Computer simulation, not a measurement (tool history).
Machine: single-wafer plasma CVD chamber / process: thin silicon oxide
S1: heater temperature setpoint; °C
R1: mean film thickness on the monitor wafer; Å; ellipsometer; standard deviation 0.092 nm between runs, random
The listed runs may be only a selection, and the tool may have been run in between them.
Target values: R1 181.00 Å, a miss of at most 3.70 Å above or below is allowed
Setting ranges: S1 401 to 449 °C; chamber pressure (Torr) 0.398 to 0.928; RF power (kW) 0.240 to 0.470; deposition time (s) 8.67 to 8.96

run 1 hour=0.0 | S1=425 chamber_pressure_(Torr)=0.663 RF_power_(kW)=0.355 deposition_time_(s)=8.67 | R1=150.71
run 2 hour=7.9 | S1=425 chamber_pressure_(Torr)=0.696 RF_power_(kW)=0.355 deposition_time_(s)=8.67 | R1=157.44
run 3 hour=14.3 | S1=435 chamber_pressure_(Torr)=0.696 RF_power_(kW)=0.355 deposition_time_(s)=8.67 | R1=154.62
run 4 hour=17.5 | S1=440 chamber_pressure_(Torr)=0.696 RF_power_(kW)=0.355 deposition_time_(s)=8.67 | R1=156.70
run 5 hour=21.5 | S1=440 chamber_pressure_(Torr)=0.740 RF_power_(kW)=0.355 deposition_time_(s)=8.67 | R1=165.13
run 6 hour=28.9 | S1=440 chamber_pressure_(Torr)=0.758 RF_power_(kW)=0.355 deposition_time_(s)=8.67 | R1=167.84
run 7 hour=31.8 | S1=440 chamber_pressure_(Torr)=0.775 RF_power_(kW)=0.355 deposition_time_(s)=8.67 | R1=170.65
run 8 hour=35.6 | S1=440 chamber_pressure_(Torr)=0.775 RF_power_(kW)=0.355 deposition_time_(s)=8.67 | R1=170.82
run 9 hour=39.1 | S1=440 chamber_pressure_(Torr)=0.789 RF_power_(kW)=0.355 deposition_time_(s)=8.67 | R1=174.57
-- hour=43.9 capacitance manometer re-zeroed and calibrated
run 10 hour=43.9 | S1=440 chamber_pressure_(Torr)=0.797 RF_power_(kW)=0.355 deposition_time_(s)=8.67 | R1=167.37

Which single option among these 5 for the next run brings every result within its allowed miss of target? Just one does.
run A hour=48.7 | S1=438 chamber_pressure_(Torr)=0.845 RF_power_(kW)=0.395 deposition_time_(s)=8.96 | R1=?
run B hour=48.7 | S1=441 chamber_pressure_(Torr)=0.844 RF_power_(kW)=0.395 deposition_time_(s)=8.96 | R1=?
run C hour=48.7 | S1=439 chamber_pressure_(Torr)=0.862 RF_power_(kW)=0.385 deposition_time_(s)=8.90 | R1=?
run D hour=48.7 | S1=449 chamber_pressure_(Torr)=0.850 RF_power_(kW)=0.395 deposition_time_(s)=8.93 | R1=?
run E hour=48.7 | S1=441 chamber_pressure_(Torr)=0.825 RF_power_(kW)=0.370 deposition_time_(s)=8.96 | R1=?

move=A R1=188.81
move=B R1=188.31
move=C R1=188.19
move=D R1=187.86
move=E R1=179.25
A: the result that was furthest off in the last run now lies on the other side of its target
B: the result that was furthest off in the last run now lies on the other side of its target
C: the result that was furthest off in the last run now lies on the other side of its target
D: the result that was furthest off in the last run now lies on the other side of its target
E: every result lands within tolerance
Correct choice: E, which meets every target

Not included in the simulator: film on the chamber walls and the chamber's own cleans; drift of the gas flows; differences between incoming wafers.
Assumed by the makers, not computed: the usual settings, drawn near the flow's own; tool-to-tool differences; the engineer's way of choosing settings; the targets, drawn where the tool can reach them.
